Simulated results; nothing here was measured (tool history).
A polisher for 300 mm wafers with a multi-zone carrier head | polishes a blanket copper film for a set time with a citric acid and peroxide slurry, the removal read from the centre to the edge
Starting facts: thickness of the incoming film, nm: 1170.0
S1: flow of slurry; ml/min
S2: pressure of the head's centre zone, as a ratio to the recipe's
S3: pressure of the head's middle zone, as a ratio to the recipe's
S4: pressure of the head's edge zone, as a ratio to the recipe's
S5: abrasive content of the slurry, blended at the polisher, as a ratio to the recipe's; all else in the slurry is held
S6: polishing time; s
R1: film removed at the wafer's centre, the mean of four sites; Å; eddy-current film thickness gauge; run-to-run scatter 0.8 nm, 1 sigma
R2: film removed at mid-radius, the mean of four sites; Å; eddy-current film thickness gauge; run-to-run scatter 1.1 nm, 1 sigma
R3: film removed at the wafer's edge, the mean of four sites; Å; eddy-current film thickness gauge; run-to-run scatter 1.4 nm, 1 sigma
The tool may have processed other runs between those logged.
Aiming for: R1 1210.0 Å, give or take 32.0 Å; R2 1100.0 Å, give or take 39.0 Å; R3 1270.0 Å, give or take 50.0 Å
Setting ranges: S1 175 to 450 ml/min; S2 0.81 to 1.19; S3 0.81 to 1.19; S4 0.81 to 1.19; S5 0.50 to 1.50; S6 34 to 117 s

run,hour,S1,S2,S3,S4,S5,S6,R1,R2,R3
1,0.0,290,1.00,1.00,1.00,1.00,75,1827.4,1879.4,1907.7
2,2.4,290,1.00,1.00,1.00,1.00,91,2202.3,2265.5,2263.6
3,5.0,285,0.99,0.96,0.98,0.85,82,1929.6,1925.9,1991.6
4,6.1,280,0.98,0.93,0.96,0.75,74,1684.3,1635.9,1740.4
5,13.9,320,0.98,0.93,0.96,0.75,74,1712.5,1718.3,1701.2
6,22.4,320,0.98,0.93,0.96,0.85,74,1746.9,1707.9,1767.1
7,30.0,310,0.97,0.90,0.94,0.75,69,1563.2,1515.1,1622.1
8,32.2,310,0.97,0.88,0.93,0.70,65,1470.7,1369.6,1483.7
9,40.7,305,0.96,0.86,0.91,0.65,64,1399.6,1332.8,1410.5
10,46.3,285,0.96,0.85,0.91,0.60,63,1351.1,1277.0,1392.6
11,52.0,270,0.96,0.84,0.91,0.55,62,1301.0,1195.1,1325.0
12,59.9,255,0.95,0.83,0.90,0.55,62,1292.9,1171.1,1300.4
13,61.8,245,0.94,0.83,0.90,0.55,62,1260.5,1168.0,1299.1
14,65.1,235,0.94,0.82,0.90,0.55,62,1254.3,1161.8,1322.1
15,71.1,225,0.94,0.82,0.90,0.55,62,1249.5,1145.8,1311.9
16,74.4,225,0.94,0.82,0.90,0.55,62,1242.7,1142.8,1321.8
17,81.4,220,0.94,0.82,0.89,0.55,62,1231.1,1162.9,1311.6

Below are 4 possible settings for the next run. Only one of them brings all results inside the allowed miss of their targets. Which is it?
A,88.4,235,0.89,0.82,0.89,0.60,64,?,?,?
B,88.4,205,0.94,0.95,0.86,0.55,63,?,?,?
C,88.4,270,0.93,0.81,0.90,0.50,60,?,?,?
D,88.4,265,1.04,0.81,0.99,0.50,57,?,?,?

move,R1,R2,R3
A,1246.3,1221.8,1371.9
B,1249.6,1311.1,1288.4
C,1210.3,1121.4,1273.1
D,1283.7,1062.2,1262.6
A: further off than the last run
B: further off than the last run
C: each result inside its tolerance
D: meets the target for the result that was furthest off, but another lies outside its allowed miss
So the answer is move C, the one that meets all the targets.
